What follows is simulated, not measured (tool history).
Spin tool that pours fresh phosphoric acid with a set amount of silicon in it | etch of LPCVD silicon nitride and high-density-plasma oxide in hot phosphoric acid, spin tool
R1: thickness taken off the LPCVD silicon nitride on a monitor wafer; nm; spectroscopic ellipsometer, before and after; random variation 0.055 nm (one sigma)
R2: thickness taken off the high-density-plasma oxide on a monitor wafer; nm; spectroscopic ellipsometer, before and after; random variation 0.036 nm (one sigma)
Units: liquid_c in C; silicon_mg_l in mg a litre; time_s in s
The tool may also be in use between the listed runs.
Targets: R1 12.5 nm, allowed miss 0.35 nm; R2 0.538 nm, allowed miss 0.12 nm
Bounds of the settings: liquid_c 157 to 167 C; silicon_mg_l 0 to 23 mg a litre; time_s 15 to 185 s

{"run": 1, "hour": 0.0, "liquid_c": 162, "silicon_mg_l": 10, "time_s": 95, "R1": 9.706, "R2": 0.45157}
{"run": 2, "hour": 6.1, "liquid_c": 162, "silicon_mg_l": 10, "time_s": 130, "R1": 13.234, "R2": 0.5748}
{"run": 3, "hour": 9.1, "liquid_c": 161.5, "silicon_mg_l": 9.5, "time_s": 130, "R1": 12.924, "R2": 0.55212}
{"run": 4, "hour": 14.4, "liquid_c": 162.5, "silicon_mg_l": 9.5, "time_s": 130, "R1": 13.427, "R2": 0.56629}
{"run": 5, "hour": 23.2, "liquid_c": 161.5, "silicon_mg_l": 9.5, "time_s": 130, "R1": 13.123, "R2": 0.61111}
{"run": 6, "hour": 31.7, "liquid_c": 161.5, "silicon_mg_l": 9.5, "time_s": 95, "R1": 9.4909, "R2": 0.44147}
{"run": 7, "hour": 34.5, "liquid_c": 162, "silicon_mg_l": 9.5, "time_s": 95, "R1": 9.7142, "R2": 0.41793}
{"run": 8, "hour": 40.4, "liquid_c": 162, "silicon_mg_l": 9.5, "time_s": 95, "R1": 9.5521, "R2": 0.45209}
{"run": 9, "hour": 42.9, "liquid_c": 162.5, "silicon_mg_l": 10, "time_s": 100, "R1": 10.391, "R2": 0.47241}
{"run": 10, "hour": 44.8, "liquid_c": 163, "silicon_mg_l": 10.5, "time_s": 100, "R1": 10.492, "R2": 0.51319}

5 next moves are on the table. One of them brings every result within its allowed miss. Which?
{"run": "A", "hour": 46.7, "liquid_c": 165, "silicon_mg_l": 18, "time_s": 105, "R1": "?", "R2": "?"}
{"run": "B", "hour": 46.7, "liquid_c": 163.5, "silicon_mg_l": 12, "time_s": 110, "R1": "?", "R2": "?"}
{"run": "C", "hour": 46.7, "liquid_c": 163, "silicon_mg_l": 10.5, "time_s": 110, "R1": "?", "R2": "?"}
{"run": "D", "hour": 46.7, "liquid_c": 163.5, "silicon_mg_l": 5.5, "time_s": 80, "R1": "?", "R2": "?"}
{"run": "E", "hour": 46.7, "liquid_c": 163, "silicon_mg_l": 12, "time_s": 120, "R1": "?", "R2": "?"}

move=A R1=11.807 R2=0.4824
move=B R1=11.773 R2=0.51461
move=C R1=11.579 R2=0.5107
move=D R1=8.5618 R2=0.42231
move=E R1=12.632 R2=0.54128
A: nearer than the last run, and not there yet
B: nearer than the last run, and not there yet
C: nearer than the last run, and not there yet
D: further off than the last run
E: meets every target
The right move is E.
